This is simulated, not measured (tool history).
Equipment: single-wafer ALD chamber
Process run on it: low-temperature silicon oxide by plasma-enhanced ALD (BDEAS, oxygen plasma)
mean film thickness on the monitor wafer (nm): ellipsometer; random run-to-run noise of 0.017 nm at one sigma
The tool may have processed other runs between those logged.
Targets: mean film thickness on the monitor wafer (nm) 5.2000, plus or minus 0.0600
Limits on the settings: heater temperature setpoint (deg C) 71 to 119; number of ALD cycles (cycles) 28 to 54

run,hour,heater temperature setpoint (deg C),number of ALD cycles (cycles),mean film thickness on the monitor wafer (nm)
1,0.0,95,41,6.1737
2,8.2,97,40,6.0224
3,11.7,97,46,6.8731
4,19.4,105,46,6.7244
5,20.1,97,46,6.8997
6,21.1,97,40,6.0098
7,24.7,99,39,5.7635
8,30.8,101,39,5.7742
9,36.4,103,39,5.7397
10,38.7,105,39,5.7272
11,42.0,117,35,4.9882
12,49.9,116,35,4.9848
13,55.0,115,35,5.0397
14,58.9,107,35,5.0846
15,61.9,106,35,5.0972
16,63.2,105,35,5.1470

Which single option among these 4 for the next run brings every result within its allowed miss of target? Just one does.
A,64.5,104,34,?
B,64.5,108,35,?
C,64.5,99,35,?
D,64.5,96,34,?

move,mean film thickness on the monitor wafer (nm)
A,4.9931
B,5.0972
C,5.1974
D,5.1112
A: further off than the last run
B: further off than the last run
C: meets every target
D: further off than the last run
Go with C: it meets all targets.
